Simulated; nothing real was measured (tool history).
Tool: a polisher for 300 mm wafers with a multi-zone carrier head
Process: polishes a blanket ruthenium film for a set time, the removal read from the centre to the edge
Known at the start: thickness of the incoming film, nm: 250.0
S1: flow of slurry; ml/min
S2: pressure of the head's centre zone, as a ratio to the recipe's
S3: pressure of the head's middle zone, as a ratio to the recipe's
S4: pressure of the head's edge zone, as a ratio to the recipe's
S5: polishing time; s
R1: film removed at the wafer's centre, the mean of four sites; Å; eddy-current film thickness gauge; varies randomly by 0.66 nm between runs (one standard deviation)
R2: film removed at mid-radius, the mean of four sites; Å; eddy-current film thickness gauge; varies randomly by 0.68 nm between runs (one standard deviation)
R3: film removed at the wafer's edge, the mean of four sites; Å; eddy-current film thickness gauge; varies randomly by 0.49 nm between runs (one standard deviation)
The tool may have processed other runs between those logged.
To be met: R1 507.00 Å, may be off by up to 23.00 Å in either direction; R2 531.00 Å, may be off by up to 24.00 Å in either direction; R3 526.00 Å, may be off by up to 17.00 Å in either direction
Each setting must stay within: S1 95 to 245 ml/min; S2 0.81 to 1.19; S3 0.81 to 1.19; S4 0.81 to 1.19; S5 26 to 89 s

run	day	S1	S2	S3	S4	S5	R1	R2	R3
1	0.000	155	1.00	1.00	1.00	57	420.86	417.92	414.33
2	0.183	160	1.00	1.01	1.02	58	427.19	437.65	430.58
3	0.288	165	1.01	1.01	1.04	59	449.12	447.85	435.74
4	0.562	165	1.00	1.01	1.05	60	446.18	458.04	445.58
5	0.767	165	1.00	0.93	1.05	60	445.28	427.99	452.64
6	1.129	170	1.00	0.94	1.06	61	461.94	430.45	457.89
7	1.283	170	0.99	0.95	1.07	62	463.24	445.23	465.84
8	1.562	170	0.98	0.96	1.07	63	467.22	461.96	479.78
9	1.746	175	0.98	0.97	1.08	63	470.82	465.54	489.11
10	1.896	180	0.98	0.98	1.08	63	479.17	473.98	484.51
11	2.246	185	0.97	0.99	1.09	63	478.26	487.04	487.11
12	2.517	190	0.97	0.99	1.10	63	468.58	489.33	493.60
13	2.729	195	0.97	0.99	1.11	63	471.58	492.22	491.12
14	2.779	200	0.97	0.99	1.13	65	507.11	497.14	523.28
15	3.129	200	0.97	1.00	1.13	65	499.51	499.42	515.39

Which one of the following 5 next-run settings gets every result inside its allowed miss? There is exactly one.
A	3.479	200	1.02	0.92	1.17	65	?	?	?
B	3.479	175	0.98	0.90	1.17	65	?	?	?
C	3.479	240	0.94	1.00	1.06	67	?	?	?
D	3.479	215	0.81	0.82	1.19	70	?	?	?
E	3.479	145	0.86	0.85	1.19	72	?	?	?

move	R1	R2	R3
A	528.77	476.62	519.07
B	495.48	457.96	510.87
C	516.51	540.56	517.92
D	456.36	472.28	569.20
E	461.22	466.59	556.16
A: its largest miss is bigger than the last run's
B: its largest miss is bigger than the last run's
C: each result inside its tolerance
D: its largest miss is bigger than the last run's
E: its largest miss is bigger than the last run's
So the answer is move C, the one that meets all the targets.

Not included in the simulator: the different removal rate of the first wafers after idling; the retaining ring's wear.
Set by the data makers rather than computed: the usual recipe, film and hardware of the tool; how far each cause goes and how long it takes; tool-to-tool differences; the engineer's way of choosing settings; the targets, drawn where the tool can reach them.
